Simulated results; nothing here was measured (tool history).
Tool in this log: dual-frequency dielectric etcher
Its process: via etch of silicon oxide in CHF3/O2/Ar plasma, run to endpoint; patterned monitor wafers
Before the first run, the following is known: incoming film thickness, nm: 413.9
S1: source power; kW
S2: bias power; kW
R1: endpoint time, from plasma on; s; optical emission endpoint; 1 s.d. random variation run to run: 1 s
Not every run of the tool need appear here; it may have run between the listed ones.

run	hour	S1	S2	R1
1	0.0	0.810	0.132	191.28
2	6.5	0.830	0.133	187.88
3	11.7	0.930	0.133	181.46
4	12.8	0.850	0.133	186.70
5	19.9	0.870	0.134	184.03
6	28.6	0.870	0.114	197.79
7	34.6	0.900	0.116	192.76
8	41.4	1.060	0.122	179.57

What does the tool deliver on the next run?
9	48.2	1.070	0.122	?

R1: 179.15 s
